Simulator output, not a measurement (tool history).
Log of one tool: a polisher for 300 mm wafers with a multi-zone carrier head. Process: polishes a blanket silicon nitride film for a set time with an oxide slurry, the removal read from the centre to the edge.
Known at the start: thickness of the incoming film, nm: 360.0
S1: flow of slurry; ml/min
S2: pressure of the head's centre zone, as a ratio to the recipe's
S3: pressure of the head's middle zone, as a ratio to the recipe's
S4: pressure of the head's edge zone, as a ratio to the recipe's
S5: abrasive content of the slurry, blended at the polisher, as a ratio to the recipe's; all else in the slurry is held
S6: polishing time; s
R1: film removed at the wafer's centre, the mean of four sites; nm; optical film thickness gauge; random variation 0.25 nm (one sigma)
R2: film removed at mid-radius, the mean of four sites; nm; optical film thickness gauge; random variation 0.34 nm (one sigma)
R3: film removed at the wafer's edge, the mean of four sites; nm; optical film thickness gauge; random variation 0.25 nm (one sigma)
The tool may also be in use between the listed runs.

{"run": 1, "hour": 0.0, "S1": 125, "S2": 1, "S3": 1, "S4": 1, "S5": 1, "S6": 47, "R1": 29.512, "R2": 31.243, "R3": 30.382}
{"run": 2, "hour": 2.1, "S1": 125, "S2": 0.92, "S3": 1, "S4": 1, "S5": 1, "S6": 47, "R1": 26.664, "R2": 30.45, "R3": 30.836}
{"run": 3, "hour": 4.5, "S1": 125, "S2": 0.96, "S3": 1, "S4": 1, "S5": 1, "S6": 47, "R1": 27.921, "R2": 31.423, "R3": 30.474}
{"run": 4, "hour": 5.8, "S1": 125, "S2": 1, "S3": 1, "S4": 1, "S5": 1, "S6": 47, "R1": 29.623, "R2": 30.813, "R3": 30.554}
{"run": 5, "hour": 13.5, "S1": 120, "S2": 1, "S3": 0.98, "S4": 0.99, "S5": 1, "S6": 47, "R1": 29.031, "R2": 29.964, "R3": 30.226}
{"run": 6, "hour": 14.9, "S1": 115, "S2": 1.01, "S3": 0.97, "S4": 0.98, "S5": 1, "S6": 47, "R1": 29.085, "R2": 29.585, "R3": 29.42}

Run 7 comes next. What will it give?
{"run": 7, "hour": 18.7, "S1": 110, "S2": 1.01, "S3": 0.95, "S4": 0.98, "S5": 1, "S6": 47, "R1": "?", "R2": "?", "R3": "?"}

{"run 7": {"R1": 28.823, "R2": 28.251, "R3": 29.525}}

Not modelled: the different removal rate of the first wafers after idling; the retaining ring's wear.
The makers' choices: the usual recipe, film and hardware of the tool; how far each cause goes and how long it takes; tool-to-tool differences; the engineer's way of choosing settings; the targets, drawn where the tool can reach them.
